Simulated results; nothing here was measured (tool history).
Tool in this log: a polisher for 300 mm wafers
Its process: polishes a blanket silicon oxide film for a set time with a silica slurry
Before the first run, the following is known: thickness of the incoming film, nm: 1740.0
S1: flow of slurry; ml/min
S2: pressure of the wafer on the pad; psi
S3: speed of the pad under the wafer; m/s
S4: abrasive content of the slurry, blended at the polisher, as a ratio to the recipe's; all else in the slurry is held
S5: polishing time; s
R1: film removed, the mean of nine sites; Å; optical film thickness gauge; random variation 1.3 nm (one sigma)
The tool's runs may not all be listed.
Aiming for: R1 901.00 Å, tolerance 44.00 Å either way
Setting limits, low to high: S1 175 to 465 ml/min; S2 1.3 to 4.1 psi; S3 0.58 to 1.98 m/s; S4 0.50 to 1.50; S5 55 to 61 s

run 1 day=0.000 | S1=295 S2=2.7 S3=1.28 S4=1.00 S5=61 | R1=1235.00
run 2 day=0.346 | S1=295 S2=2.7 S3=1.28 S4=1.00 S5=55 | R1=1114.90
run 3 day=0.504 | S1=295 S2=3.3 S3=1.28 S4=1.00 S5=55 | R1=1370.00
run 4 day=0.800 | S1=295 S2=3.3 S3=1.28 S4=0.80 S5=55 | R1=1206.50
run 5 day=0.854 | S1=295 S2=3.7 S3=1.28 S4=0.80 S5=55 | R1=1363.50
run 6 day=1.008 | S1=295 S2=3.4 S3=1.26 S4=0.80 S5=55 | R1=1188.90
run 7 day=1.225 | S1=295 S2=3.2 S3=1.26 S4=0.80 S5=55 | R1=1148.30
run 8 day=1.425 | S1=295 S2=3.2 S3=1.26 S4=0.80 S5=55 | R1=1159.50
run 9 day=1.688 | S1=295 S2=3.0 S3=1.24 S4=0.80 S5=55 | R1=1091.60
run 10 day=2.046 | S1=295 S2=2.9 S3=1.22 S4=0.80 S5=55 | R1=1049.00
run 11 day=2.108 | S1=295 S2=2.8 S3=1.20 S4=0.80 S5=55 | R1=962.63

Exercise: of the 5 proposed moves below, exactly one satisfies all targets within the stated allowed misses. Which move is it?
run A day=2.171 | S1=195 S2=2.6 S3=1.14 S4=1.00 S5=61 | R1=?
run B day=2.171 | S1=310 S2=2.9 S3=1.22 S4=0.70 S5=58 | R1=?
run C day=2.171 | S1=245 S2=2.6 S3=1.24 S4=0.80 S5=55 | R1=?
run D day=2.171 | S1=250 S2=2.5 S3=1.20 S4=0.85 S5=61 | R1=?
run E day=2.171 | S1=305 S2=2.6 S3=1.32 S4=0.75 S5=57 | R1=?

move=A R1=1012.20
move=B R1=994.18
move=C R1=901.71
move=D R1=970.64
move=E R1=971.57
A: misses by more than the last run did
B: misses by more than the last run did
C: hits every target within its allowed miss
D: misses by more than the last run did
E: misses by more than the last run did
C is the move that brings every result within its allowed miss.
